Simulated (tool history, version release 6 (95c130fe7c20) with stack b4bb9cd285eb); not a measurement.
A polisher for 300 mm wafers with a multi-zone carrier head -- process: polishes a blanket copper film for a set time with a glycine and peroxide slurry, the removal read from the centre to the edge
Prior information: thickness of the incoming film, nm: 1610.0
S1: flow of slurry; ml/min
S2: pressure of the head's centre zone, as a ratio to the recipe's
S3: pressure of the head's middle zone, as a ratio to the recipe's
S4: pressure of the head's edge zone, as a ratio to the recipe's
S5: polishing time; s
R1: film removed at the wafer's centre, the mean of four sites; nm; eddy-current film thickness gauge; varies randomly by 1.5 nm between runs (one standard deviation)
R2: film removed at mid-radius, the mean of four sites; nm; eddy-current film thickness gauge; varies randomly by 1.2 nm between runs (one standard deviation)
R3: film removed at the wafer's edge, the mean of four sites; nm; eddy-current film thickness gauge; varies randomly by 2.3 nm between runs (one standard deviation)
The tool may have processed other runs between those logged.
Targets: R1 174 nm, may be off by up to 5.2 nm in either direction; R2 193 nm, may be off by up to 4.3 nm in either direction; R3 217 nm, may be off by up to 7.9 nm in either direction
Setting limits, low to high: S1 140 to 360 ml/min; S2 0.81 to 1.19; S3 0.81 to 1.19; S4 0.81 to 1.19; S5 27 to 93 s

{"run": 1, "day": 0.0, "S1": 230, "S2": 1, "S3": 1, "S4": 1, "S5": 59, "R1": 241.08, "R2": 227.76, "R3": 231.81}
{"run": 2, "day": 0.288, "S1": 230, "S2": 1, "S3": 1, "S4": 1.05, "S5": 59, "R1": 237.69, "R2": 227.62, "R3": 237.99}
{"run": 3, "day": 0.442, "S1": 230, "S2": 0.94, "S3": 1, "S4": 1.05, "S5": 59, "R1": 226.73, "R2": 228.45, "R3": 238.75}
{"run": 4, "day": 0.679, "S1": 215, "S2": 0.9, "S3": 0.99, "S4": 1.07, "S5": 57, "R1": 212.98, "R2": 216.24, "R3": 232.38}
{"day": 1.029, "done": "centre zone pressure recalibrated"}
{"run": 5, "day": 1.029, "S1": 215, "S2": 0.9, "S3": 0.99, "S4": 1.01, "S5": 57, "R1": 203.01, "R2": 218.98, "R3": 224.44}
{"run": 6, "day": 1.192, "S1": 215, "S2": 0.96, "S3": 0.99, "S4": 1.01, "S5": 57, "R1": 213.54, "R2": 219.04, "R3": 220.63}
{"run": 7, "day": 1.229, "S1": 215, "S2": 0.96, "S3": 0.99, "S4": 1.01, "S5": 57, "R1": 211.42, "R2": 218.26, "R3": 222.73}
{"run": 8, "day": 1.3, "S1": 195, "S2": 0.94, "S3": 0.96, "S4": 1.02, "S5": 57, "R1": 205.58, "R2": 207.72, "R3": 225.55}
{"run": 9, "day": 1.646, "S1": 185, "S2": 0.92, "S3": 0.95, "S4": 1.01, "S5": 57, "R1": 202.02, "R2": 204.28, "R3": 217.54}
{"run": 10, "day": 1.988, "S1": 185, "S2": 0.92, "S3": 0.95, "S4": 1.01, "S5": 57, "R1": 203.65, "R2": 203.86, "R3": 220.76}

Which one of the following 5 next-run settings gets every result inside its allowed miss? There is exactly one.
{"run": "A", "day": 2.329, "S1": 155, "S2": 0.91, "S3": 1.06, "S4": 1.05, "S5": 52, "R1": "?", "R2": "?", "R3": "?"}
{"run": "B", "day": 2.329, "S1": 145, "S2": 0.81, "S3": 0.97, "S4": 1.05, "S5": 57, "R1": "?", "R2": "?", "R3": "?"}
{"run": "C", "day": 2.329, "S1": 220, "S2": 0.86, "S3": 1, "S4": 1.1, "S5": 50, "R1": "?", "R2": "?", "R3": "?"}
{"run": "D", "day": 2.329, "S1": 215, "S2": 1.07, "S3": 1.05, "S4": 1, "S5": 56, "R1": "?", "R2": "?", "R3": "?"}
{"run": "E", "day": 2.329, "S1": 155, "S2": 0.86, "S3": 0.99, "S4": 1.17, "S5": 53, "R1": "?", "R2": "?", "R3": "?"}

move=A R1=173.06 R2=200.4 R3=200.26
move=B R1=173.56 R2=201.02 R3=217.55
move=C R1=171.7 R2=194.75 R3=206.09
move=D R1=220.67 R2=226.42 R3=219.52
move=E R1=170.17 R2=192.81 R3=215.85
A: corrects the largest miss of the last run, while another result sits out of spec
B: corrects the largest miss of the last run, while another result sits out of spec
C: corrects the largest miss of the last run, while another result sits out of spec
D: further off than the last run
E: all results in spec
The move that meets every target is E.

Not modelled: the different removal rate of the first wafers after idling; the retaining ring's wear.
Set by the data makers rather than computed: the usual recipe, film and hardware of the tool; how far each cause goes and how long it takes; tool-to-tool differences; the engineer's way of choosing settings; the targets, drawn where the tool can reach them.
